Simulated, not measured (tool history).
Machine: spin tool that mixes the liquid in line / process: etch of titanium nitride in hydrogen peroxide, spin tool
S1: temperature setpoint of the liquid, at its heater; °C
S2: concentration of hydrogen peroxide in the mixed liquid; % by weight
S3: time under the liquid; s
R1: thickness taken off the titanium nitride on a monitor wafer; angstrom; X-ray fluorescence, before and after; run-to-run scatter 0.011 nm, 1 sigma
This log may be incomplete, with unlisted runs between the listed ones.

run	hour	S1	S2	S3	R1
1	0.0	53.0	19	60	30.376
2	7.8	53.0	15	60	29.151
3	12.4	51.5	15	60	25.862
4	15.7	50.5	15	60	24.219
5	18.9	50.5	15	40	15.954
6	23.3	55.0	15	40	22.240
7	30.3	54.0	15	40	20.650
8	38.1	53.0	15	40	19.489
9	43.6	52.5	15	40	18.333
10	50.3	52.0	15	40	18.238

Predict the results of run 11:
11	53.9	51.5	15	40	?

{"run 11": {"R1": 17.304}}
